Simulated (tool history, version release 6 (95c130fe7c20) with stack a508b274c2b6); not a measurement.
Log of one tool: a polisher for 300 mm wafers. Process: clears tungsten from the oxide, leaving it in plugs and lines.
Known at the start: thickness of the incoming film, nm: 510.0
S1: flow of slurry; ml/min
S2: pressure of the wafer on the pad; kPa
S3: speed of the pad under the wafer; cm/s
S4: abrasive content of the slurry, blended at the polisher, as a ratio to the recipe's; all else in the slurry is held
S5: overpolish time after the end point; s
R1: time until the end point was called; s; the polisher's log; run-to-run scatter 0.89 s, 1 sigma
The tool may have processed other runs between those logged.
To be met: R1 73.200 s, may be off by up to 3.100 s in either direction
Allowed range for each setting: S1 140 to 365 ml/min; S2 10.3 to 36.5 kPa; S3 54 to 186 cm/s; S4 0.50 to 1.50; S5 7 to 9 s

run	hour	S1	S2	S3	S4	S5	R1
1	0.0	235	23.4	118	1.00	9	124.180
2	8.3	235	19.3	118	1.00	9	148.190
3	17.2	235	22.1	118	1.00	9	128.360
4	24.8	235	22.1	118	0.95	9	128.410
5	32.9	235	20.0	118	0.95	9	146.330
6	37.7	235	22.8	118	0.95	9	127.610
7	44.7	235	24.8	118	0.95	9	114.390
8	51.2	235	31.7	122	0.95	9	89.060
9	57.6	235	31.7	122	0.95	9	90.176
10	61.4	235	32.4	122	0.95	9	88.601
11	63.8	235	33.1	124	0.95	9	83.049
12	68.0	235	36.5	124	0.95	9	76.012

Exactly one of the 4 candidate moves below puts every result within its allowed miss. Which one?
A	72.2	295	36.5	110	1.05	9	?
B	72.2	235	35.2	128	0.80	7	?
C	72.2	270	35.2	122	0.85	9	?
D	72.2	200	36.5	154	0.65	7	?

move	R1
A	80.115
B	81.682
C	82.132
D	73.390
A: moves away from the targets compared with the last run
B: moves away from the targets compared with the last run
C: moves away from the targets compared with the last run
D: every result lands within tolerance
Move D is the one to make.
